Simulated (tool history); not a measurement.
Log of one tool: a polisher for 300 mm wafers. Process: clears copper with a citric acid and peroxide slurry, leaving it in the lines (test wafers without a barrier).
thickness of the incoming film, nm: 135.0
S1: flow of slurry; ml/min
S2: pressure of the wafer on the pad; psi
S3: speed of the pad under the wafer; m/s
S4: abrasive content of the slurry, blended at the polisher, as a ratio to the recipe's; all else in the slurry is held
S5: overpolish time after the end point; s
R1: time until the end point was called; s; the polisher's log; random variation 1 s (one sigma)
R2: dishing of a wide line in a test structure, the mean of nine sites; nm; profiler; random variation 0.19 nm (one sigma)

| run | hour | S1 | S2 | S3 | S4 | S5 | R1 | R2 |
|---|---|---|---|---|---|---|---|---|
| 1 | 0.0 | 160 | 2.1 | 1.10 | 1.00 | 20 | 70.606 | 21.797 |
| 2 | 3.6 | 160 | 2.4 | 1.10 | 1.00 | 20 | 62.986 | 23.726 |
| 3 | 10.8 | 160 | 2.4 | 1.10 | 1.00 | 25 | 65.593 | 28.780 |
| 4 | 17.2 | 160 | 2.4 | 1.32 | 1.00 | 25 | 54.498 | 32.317 |
| 5 | 21.3 | 145 | 2.2 | 1.40 | 0.90 | 21 | 56.219 | 27.388 |
| 6 | 27.7 | 165 | 1.9 | 1.42 | 1.05 | 18 | 56.908 | 24.097 |
| 7 | 36.2 | 175 | 2.1 | 1.30 | 1.00 | 15 | 59.081 | 19.557 |
| 8 | 41.3 | 190 | 2.3 | 1.22 | 0.90 | 13 | 60.792 | 17.117 |
| 9 | 47.2 | 205 | 2.5 | 1.18 | 0.80 | 12 | 59.643 | 15.303 |
| 10 | 53.2 | 215 | 2.6 | 1.14 | 0.75 | 11 | 62.156 | 14.190 |
| 11 | 57.6 | 220 | 2.7 | 1.12 | 0.70 | 10 | 61.250 | 13.250 |

Forecast run 12:
| 12 | 63.4 | 225 | 2.8 | 1.10 | 0.65 | 9 | ? | ? |

R1: 65.726 s
R2: 11.311 nm
